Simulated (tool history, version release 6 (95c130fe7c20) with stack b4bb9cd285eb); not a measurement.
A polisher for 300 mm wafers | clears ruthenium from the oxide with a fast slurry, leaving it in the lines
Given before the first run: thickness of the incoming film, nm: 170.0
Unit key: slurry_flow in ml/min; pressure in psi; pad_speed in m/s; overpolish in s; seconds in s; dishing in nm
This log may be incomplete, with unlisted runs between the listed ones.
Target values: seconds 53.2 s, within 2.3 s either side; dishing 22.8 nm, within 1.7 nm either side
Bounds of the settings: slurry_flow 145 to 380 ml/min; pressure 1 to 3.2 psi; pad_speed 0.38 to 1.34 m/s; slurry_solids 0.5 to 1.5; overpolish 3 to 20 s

Run 1, hour 0: slurry_flow 245 ml/min, pressure 2.1 psi, pad_speed 0.86 m/s, slurry_solids 1, overpolish 10 s. Result: seconds 73.565 s, dishing 19.269 nm.
Run 2, hour 5.7: slurry_flow 185 ml/min, pressure 2.1 psi, pad_speed 0.86 m/s, slurry_solids 1, overpolish 10 s. Result: seconds 75.3 s, dishing 17.763 nm.
Run 3, hour 13.6: slurry_flow 185 ml/min, pressure 2.6 psi, pad_speed 0.86 m/s, slurry_solids 1, overpolish 10 s. Result: seconds 61.761 s, dishing 22.189 nm.
Run 4, hour 19.5: slurry_flow 190 ml/min, pressure 2.7 psi, pad_speed 0.86 m/s, slurry_solids 1, overpolish 10 s. Result: seconds 59.001 s, dishing 22.177 nm.
Run 5, hour 26.4: slurry_flow 190 ml/min, pressure 2.8 psi, pad_speed 0.86 m/s, slurry_solids 1, overpolish 10 s. Result: seconds 56.984 s, dishing 23.595 nm.
Run 6, hour 34: slurry_flow 145 ml/min, pressure 2.8 psi, pad_speed 0.86 m/s, slurry_solids 1, overpolish 10 s. Result: seconds 60.613 s, dishing 21.923 nm.
Run 7, hour 42.5: slurry_flow 145 ml/min, pressure 2.8 psi, pad_speed 0.86 m/s, slurry_solids 1, overpolish 10 s. Result: seconds 59.709 s, dishing 22.652 nm.
Run 8, hour 50.3: slurry_flow 160 ml/min, pressure 2.8 psi, pad_speed 0.86 m/s, slurry_solids 1, overpolish 10 s. Result: seconds 57.824 s, dishing 22.625 nm.
Run 9, hour 59.2: slurry_flow 170 ml/min, pressure 2.8 psi, pad_speed 0.86 m/s, slurry_solids 1, overpolish 10 s. Result: seconds 57.616 s, dishing 22.986 nm.
Run 10, hour 67.7: slurry_flow 180 ml/min, pressure 2.8 psi, pad_speed 0.86 m/s, slurry_solids 1, overpolish 10 s. Result: seconds 57.712 s, dishing 22.965 nm.
Run 11, hour 76.4: slurry_flow 190 ml/min, pressure 2.8 psi, pad_speed 0.86 m/s, slurry_solids 1, overpolish 10 s. Result: seconds 57.525 s, dishing 22.722 nm.
Run 12, hour 77.2: slurry_flow 195 ml/min, pressure 2.8 psi, pad_speed 0.86 m/s, slurry_solids 1, overpolish 10 s. Result: seconds 56.218 s, dishing 23.679 nm.
Run 13, hour 82.9: slurry_flow 200 ml/min, pressure 2.8 psi, pad_speed 0.86 m/s, slurry_solids 1, overpolish 10 s. Result: seconds 56.963 s, dishing 25.07 nm.

Exactly one of the 5 candidate moves below puts every result within its allowed miss. Which one?
Run A, hour 88.6: slurry_flow 200 ml/min, pressure 3.2 psi, pad_speed 0.74 m/s, slurry_solids 1.3, overpolish 8 s. Result: seconds ?, dishing ?.
Run B, hour 88.6: slurry_flow 205 ml/min, pressure 2.4 psi, pad_speed 0.92 m/s, slurry_solids 1.05, overpolish 11 s. Result: seconds ?, dishing ?.
Run C, hour 88.6: slurry_flow 145 ml/min, pressure 3.2 psi, pad_speed 0.8 m/s, slurry_solids 1.05, overpolish 9 s. Result: seconds ?, dishing ?.
Run D, hour 88.6: slurry_flow 240 ml/min, pressure 3.1 psi, pad_speed 0.82 m/s, slurry_solids 1.05, overpolish 7 s. Result: seconds ?, dishing ?.
Run E, hour 88.6: slurry_flow 235 ml/min, pressure 2.9 psi, pad_speed 0.9 m/s, slurry_solids 1.2, overpolish 8 s. Result: seconds ?, dishing ?.

move  seconds  dishing
   A   47.877   21.569
   B   61.668   22.946
   C   54.264   21.417
   D   50.636   18.003
   E   47.407   21.771
A: carries the result that was furthest off beyond its target, to the other side
B: its largest miss is bigger than the last run's
C: all results in spec
D: carries the result that was furthest off beyond its target, to the other side
E: carries the result that was furthest off beyond its target, to the other side
C is the move that brings every result within its allowed miss.
